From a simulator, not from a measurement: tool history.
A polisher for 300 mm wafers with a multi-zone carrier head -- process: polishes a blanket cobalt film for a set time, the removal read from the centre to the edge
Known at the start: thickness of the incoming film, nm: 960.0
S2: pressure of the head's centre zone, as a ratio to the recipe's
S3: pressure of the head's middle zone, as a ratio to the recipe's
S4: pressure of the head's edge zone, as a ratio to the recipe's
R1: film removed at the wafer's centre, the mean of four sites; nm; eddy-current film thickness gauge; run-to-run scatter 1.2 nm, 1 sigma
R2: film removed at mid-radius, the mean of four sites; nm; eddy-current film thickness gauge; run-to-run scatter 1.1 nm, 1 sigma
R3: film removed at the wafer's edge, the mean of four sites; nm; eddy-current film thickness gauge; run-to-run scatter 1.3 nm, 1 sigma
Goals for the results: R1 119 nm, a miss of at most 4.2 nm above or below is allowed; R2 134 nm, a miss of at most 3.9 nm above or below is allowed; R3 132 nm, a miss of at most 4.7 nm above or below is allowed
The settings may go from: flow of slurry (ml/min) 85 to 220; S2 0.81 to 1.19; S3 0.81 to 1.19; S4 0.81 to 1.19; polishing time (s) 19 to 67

run 1 hour=0 | flow_of_slurry_(ml/min)=140 S2=1 S3=1 S4=1 polishing_time_(s)=43 | R1=140.39 R2=141.29 R3=142.9
run 2 hour=4.2 | flow_of_slurry_(ml/min)=140 S2=1 S3=1 S4=1 polishing_time_(s)=51 | R1=166.62 R2=164.75 R3=169.93
run 3 hour=6.8 | flow_of_slurry_(ml/min)=135 S2=0.98 S3=1 S4=0.98 polishing_time_(s)=50 | R1=156.86 R2=161.1 R3=162.74
run 4 hour=13.9 | flow_of_slurry_(ml/min)=130 S2=0.97 S3=0.99 S4=0.96 polishing_time_(s)=49 | R1=152.61 R2=157.17 R3=157.17
run 5 hour=17.6 | flow_of_slurry_(ml/min)=130 S2=1.03 S3=0.99 S4=0.96 polishing_time_(s)=49 | R1=160.39 R2=156.95 R3=156.67
run 6 hour=25.7 | flow_of_slurry_(ml/min)=125 S2=1.01 S3=0.98 S4=0.95 polishing_time_(s)=48 | R1=155.29 R2=152.18 R3=154.4
run 7 hour=34.5 | flow_of_slurry_(ml/min)=110 S2=0.91 S3=1.02 S4=0.9 polishing_time_(s)=40 | R1=113.54 R2=126.79 R3=120.64
run 8 hour=35.5 | flow_of_slurry_(ml/min)=115 S2=0.91 S3=1.02 S4=0.91 polishing_time_(s)=40 | R1=114.86 R2=128.39 R3=122.68
run 9 hour=39.3 | flow_of_slurry_(ml/min)=120 S2=0.91 S3=1.02 S4=0.92 polishing_time_(s)=40 | R1=117.06 R2=131.47 R3=124.02
run 10 hour=41.4 | flow_of_slurry_(ml/min)=120 S2=0.91 S3=1.02 S4=0.93 polishing_time_(s)=40 | R1=114.29 R2=129.69 R3=124.41
run 11 hour=43.2 | flow_of_slurry_(ml/min)=125 S2=0.91 S3=1.02 S4=0.94 polishing_time_(s)=40 | R1=116.53 R2=129.94 R3=127.4

Below are 5 possible settings for the next run. Only one of them brings all results inside the allowed miss of their targets. Which is it?
run A hour=45 | flow_of_slurry_(ml/min)=165 S2=0.85 S3=1.14 S4=0.96 polishing_time_(s)=37 | R1=? R2=? R3=?
run B hour=45 | flow_of_slurry_(ml/min)=110 S2=0.82 S3=1.02 S4=0.94 polishing_time_(s)=42 | R1=? R2=? R3=?
run C hour=45 | flow_of_slurry_(ml/min)=125 S2=0.89 S3=1 S4=0.82 polishing_time_(s)=42 | R1=? R2=? R3=?
run D hour=45 | flow_of_slurry_(ml/min)=155 S2=0.86 S3=1.16 S4=0.87 polishing_time_(s)=39 | R1=? R2=? R3=?
run E hour=45 | flow_of_slurry_(ml/min)=85 S2=0.95 S3=1.07 S4=1.03 polishing_time_(s)=42 | R1=? R2=? R3=?

move=A R1=105.64 R2=138.43 R3=121.34
move=B R1=107.56 R2=134.2 R3=130.63
move=C R1=119.66 R2=134.76 R3=124.65
move=D R1=111.56 R2=146.8 R3=121.4
move=E R1=118.45 R2=133.45 R3=132.2
A: takes the result that was furthest off past its target
B: the worst result of the last run now meets its target, but another is out of spec
C: the worst result of the last run now meets its target, but another is out of spec
D: takes the result that was furthest off past its target
E: every result within its allowed miss
Go with E: it meets all targets.
